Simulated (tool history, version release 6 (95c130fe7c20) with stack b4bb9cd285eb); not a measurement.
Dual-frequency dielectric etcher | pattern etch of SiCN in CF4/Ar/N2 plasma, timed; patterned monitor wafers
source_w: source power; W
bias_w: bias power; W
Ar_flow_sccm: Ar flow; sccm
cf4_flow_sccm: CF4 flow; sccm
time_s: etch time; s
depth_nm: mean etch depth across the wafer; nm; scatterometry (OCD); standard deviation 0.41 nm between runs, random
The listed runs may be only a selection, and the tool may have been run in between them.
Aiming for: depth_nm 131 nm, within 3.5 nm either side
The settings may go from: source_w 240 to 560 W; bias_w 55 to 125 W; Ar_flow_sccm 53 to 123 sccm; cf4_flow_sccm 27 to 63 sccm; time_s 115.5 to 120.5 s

run	hour	source_w	bias_w	Ar_flow_sccm	cf4_flow_sccm	time_s	depth_nm
1	0	400	90	88	45	115.5	109.57
2	2	330	90	88	45	115.5	97.095
3	8	360	91	88	45	115.5	102.98
4	16.9	390	92	88	45	115.5	109.4
5	23.3	460	92	88	45	115.5	121.11
6	27.7	460	79	88	45	115.5	112.26
7	34.4	480	80	88	45	115.5	115.73
8	41	500	81	88	45	115.5	120.11

Pick the move, out of 4, that brings all results within their allowed miss; only one does.
A	47.6	550	85	92	41	119.5	?
B	47.6	540	89	76	41	120.5	?
C	47.6	490	73	81	40	117	?
D	47.6	560	87	77	43	115.5	?

move	depth_nm
A	132.16
B	140.15
C	113.95
D	136.88
A: every result within its allowed miss
B: the result that was furthest off in the last run now lies on the other side of its target
C: the biggest miss grows against the last run
D: the result that was furthest off in the last run now lies on the other side of its target
Answer: A
